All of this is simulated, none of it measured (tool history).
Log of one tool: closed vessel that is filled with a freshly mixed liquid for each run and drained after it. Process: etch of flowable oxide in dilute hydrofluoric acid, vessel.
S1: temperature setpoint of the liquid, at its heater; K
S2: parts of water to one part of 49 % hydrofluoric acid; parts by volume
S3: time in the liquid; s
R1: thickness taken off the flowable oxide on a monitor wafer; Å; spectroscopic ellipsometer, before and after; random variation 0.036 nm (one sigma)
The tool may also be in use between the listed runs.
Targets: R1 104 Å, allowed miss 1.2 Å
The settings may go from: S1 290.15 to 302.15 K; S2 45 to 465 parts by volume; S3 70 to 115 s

run	hour	S1	S2	S3	R1
1	0	294.15	255	115	164.14
2	6.8	292.15	255	115	152.17
3	13.8	294.65	255	115	167.67
4	15.6	293.65	265	115	153.96
5	22.3	293.15	275	115	143.8
6	28	293.15	275	70	88.079
7	30.9	293.65	275	70	89.568
8	36	294.65	275	70	92.536
9	38.5	293.65	275	70	89.229
10	45.7	294.65	275	70	92.055
11	54.9	293.65	275	70	89.139
12	58.2	294.65	275	70	93.041

5 next moves are on the table. One of them brings every result within its allowed miss. Which?
A	61.5	293.65	295	95	?
B	61.5	295.65	270	80	?
C	61.5	293.65	285	85	?
D	61.5	295.65	265	75	?
E	61.5	296.65	275	75	?

move	R1
A	111.71
B	113.11
C	104.4
D	108.57
E	107.38
A: takes the result that was furthest off past its target
B: takes the result that was furthest off past its target
C: meets every target
D: takes the result that was furthest off past its target
E: takes the result that was furthest off past its target
Move C is the one to make.

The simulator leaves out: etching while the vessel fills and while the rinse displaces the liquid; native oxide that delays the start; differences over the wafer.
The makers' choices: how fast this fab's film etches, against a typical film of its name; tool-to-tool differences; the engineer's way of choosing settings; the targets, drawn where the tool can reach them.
